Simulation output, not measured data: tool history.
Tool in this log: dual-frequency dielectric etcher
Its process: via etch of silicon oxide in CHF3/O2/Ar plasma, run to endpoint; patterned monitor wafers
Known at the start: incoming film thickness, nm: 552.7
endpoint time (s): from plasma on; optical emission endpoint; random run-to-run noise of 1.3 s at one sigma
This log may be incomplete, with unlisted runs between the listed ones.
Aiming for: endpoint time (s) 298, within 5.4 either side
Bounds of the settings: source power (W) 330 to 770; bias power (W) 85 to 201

run,hour,source power (W),bias power (W),endpoint time (s)
1,0,550,143,325.51
2,2.1,550,131,332.87
3,7.5,590,133,323.02
4,8.2,620,135,316.32
5,12,520,135,334.47
6,15.3,570,139,321.5
7,21.9,600,141,317.71
8,27.5,630,143,309.07
9,31.7,650,144,305.58
10,39.4,660,145,305.89

Consider the 5 candidate settings below. Which is the only one whose results all fall within their allowed miss of target?
A,47.1,620,128,?
B,47.1,650,133,?
C,47.1,680,151,?
D,47.1,720,115,?
E,47.1,670,132,?

move,endpoint time (s)
A,325.45
B,317.05
C,301.2
D,319.04
E,314.59
A: its largest miss is bigger than the last run's
B: its largest miss is bigger than the last run's
C: every result within its allowed miss
D: its largest miss is bigger than the last run's
E: its largest miss is bigger than the last run's
Correct choice: C, which meets every target
